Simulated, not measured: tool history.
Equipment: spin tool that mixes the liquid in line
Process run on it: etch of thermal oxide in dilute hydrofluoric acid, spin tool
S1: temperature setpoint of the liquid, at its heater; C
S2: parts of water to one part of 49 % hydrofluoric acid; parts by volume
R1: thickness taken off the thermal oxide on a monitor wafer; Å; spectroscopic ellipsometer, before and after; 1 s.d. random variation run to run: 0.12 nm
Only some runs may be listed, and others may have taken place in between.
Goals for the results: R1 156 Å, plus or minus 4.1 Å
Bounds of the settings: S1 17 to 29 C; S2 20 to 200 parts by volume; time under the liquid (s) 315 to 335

{"run": 1, "hour": 0.0, "S1": 21, "S2": 110, "time under the liquid (s)": 315, "R1": 118.18}
{"run": 2, "hour": 6.4, "S1": 24, "S2": 110, "time under the liquid (s)": 315, "R1": 131.3}
{"run": 3, "hour": 7.1, "S1": 24, "S2": 110, "time under the liquid (s)": 315, "R1": 132.86}
{"run": 4, "hour": 12.6, "S1": 25, "S2": 110, "time under the liquid (s)": 315, "R1": 138.78}
{"run": 5, "hour": 13.6, "S1": 25, "S2": 90, "time under the liquid (s)": 315, "R1": 173.69}
{"run": 6, "hour": 16.9, "S1": 25, "S2": 90, "time under the liquid (s)": 315, "R1": 172.45}
{"run": 7, "hour": 25.1, "S1": 24.5, "S2": 90, "time under the liquid (s)": 315, "R1": 167.03}
{"run": 8, "hour": 27.7, "S1": 24, "S2": 90, "time under the liquid (s)": 315, "R1": 165.85}
{"run": 9, "hour": 31.4, "S1": 23.5, "S2": 90, "time under the liquid (s)": 315, "R1": 162.35}

Below are 5 possible settings for the next run. Only one of them brings all results inside the allowed miss of their targets. Which is it?
{"run": "A", "hour": 35.1, "S1": 17.5, "S2": 75, "time under the liquid (s)": 335, "R1": "?"}
{"run": "B", "hour": 35.1, "S1": 22.5, "S2": 90, "time under the liquid (s)": 315, "R1": "?"}
{"run": "C", "hour": 35.1, "S1": 23, "S2": 90, "time under the liquid (s)": 335, "R1": "?"}
{"run": "D", "hour": 35.1, "S1": 20.5, "S2": 80, "time under the liquid (s)": 335, "R1": "?"}
{"run": "E", "hour": 35.1, "S1": 19, "S2": 75, "time under the liquid (s)": 335, "R1": "?"}

move=A R1=164.73
move=B R1=156.17
move=C R1=169.47
move=D R1=174.21
move=E R1=175.54
A: its largest miss is bigger than the last run's
B: all results land within tolerance of their targets
C: its largest miss is bigger than the last run's
D: its largest miss is bigger than the last run's
E: its largest miss is bigger than the last run's
Answer: B
